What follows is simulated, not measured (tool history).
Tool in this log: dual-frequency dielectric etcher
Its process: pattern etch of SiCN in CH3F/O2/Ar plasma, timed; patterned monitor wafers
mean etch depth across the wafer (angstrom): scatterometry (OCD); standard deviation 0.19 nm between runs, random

run	hour	source power (W)	bias power (W)	etch time (s)	mean etch depth across the wafer (angstrom)
1	0.0	430	83	87.5	357.67
2	6.7	430	83	91.5	372.66
3	7.7	430	78	91.5	360.13
4	10.7	390	78	91.5	349.59
5	16.0	350	78	91.5	344.99
6	24.4	300	78	91.5	332.27
7	28.7	330	80	91.5	343.67
8	34.6	350	81	91.5	350.96
9	43.2	370	82	91.5	358.59

Run 10 comes next. What will it give?
10	44.5	460	89	91.5	?

Run 10 yielded mean etch depth across the wafer (angstrom) 396.82.
